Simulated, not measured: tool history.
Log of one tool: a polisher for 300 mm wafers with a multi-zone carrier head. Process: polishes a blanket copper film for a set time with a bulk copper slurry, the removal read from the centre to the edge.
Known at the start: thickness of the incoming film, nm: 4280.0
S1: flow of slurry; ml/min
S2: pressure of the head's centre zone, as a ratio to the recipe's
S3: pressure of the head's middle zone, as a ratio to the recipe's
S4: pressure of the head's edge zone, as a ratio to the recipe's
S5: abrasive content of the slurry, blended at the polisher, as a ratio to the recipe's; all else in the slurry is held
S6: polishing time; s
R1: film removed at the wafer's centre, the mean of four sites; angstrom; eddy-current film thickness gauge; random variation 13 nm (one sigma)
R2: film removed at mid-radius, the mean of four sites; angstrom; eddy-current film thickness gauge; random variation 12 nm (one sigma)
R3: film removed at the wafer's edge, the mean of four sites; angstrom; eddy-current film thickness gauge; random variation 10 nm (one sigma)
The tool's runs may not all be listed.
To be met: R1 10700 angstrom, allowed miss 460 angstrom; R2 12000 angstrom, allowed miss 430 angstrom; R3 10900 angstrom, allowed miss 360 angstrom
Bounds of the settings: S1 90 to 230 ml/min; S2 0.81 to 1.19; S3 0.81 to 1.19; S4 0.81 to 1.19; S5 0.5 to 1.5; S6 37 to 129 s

run,hour,S1,S2,S3,S4,S5,S6,R1,R2,R3
1,0,150,1,1,1,1,83,8749.7,8512.7,8716.6
2,4.1,160,1,1.03,1.02,1.1,84,9091.2,9281.5,9050.5
3,9.1,165,1,1.04,1.04,1.15,85,9366.9,9484,9393.7
4,13.5,165,1,1.04,1.04,1.15,95,10188,10676,10517
5,16.6,170,1,1.05,1.04,1.15,95,10257,10891,10591
6,24,170,1,1.05,1.04,1.15,86,9492.3,9726.7,9570.3
7,31.9,175,1,1.07,1.05,1.2,87,9807.5,10158,9932.9
8,33.8,180,1,1.09,1.05,1.2,87,9530.3,10412,9871.1
9,41,185,1.01,1.1,1.06,1.25,87,10018,10776,10095
10,43.1,190,1.01,1.11,1.07,1.25,87,9859.6,10715,10077
11,45.1,190,1.01,1.12,1.08,1.3,87,9907.3,10803,10431
12,53.4,195,1.02,1.13,1.08,1.3,87,10105,10979,10217
13,54,195,1.02,1.14,1.08,1.35,87,10148,11173,10407

Which of these 4 next moves meets every target?
A,54.6,170,0.97,1.14,1.1,1.4,84,?,?,?
B,54.6,200,1.04,1.19,1.14,1.2,92,?,?,?
C,54.6,215,1.1,1.11,1.17,1.25,96,?,?,?
D,54.6,155,1.04,1.19,0.98,1.3,94,?,?,?

move,R1,R2,R3
A,9187.4,10601,9765.5
B,10793,12002,10777
C,12126,11991,11575
D,10700,11961,10068
A: further off than the last run
B: meets every target
C: brings the result that was furthest off to its target, and leaves another outside
D: brings the result that was furthest off to its target, and leaves another outside
Answer: B

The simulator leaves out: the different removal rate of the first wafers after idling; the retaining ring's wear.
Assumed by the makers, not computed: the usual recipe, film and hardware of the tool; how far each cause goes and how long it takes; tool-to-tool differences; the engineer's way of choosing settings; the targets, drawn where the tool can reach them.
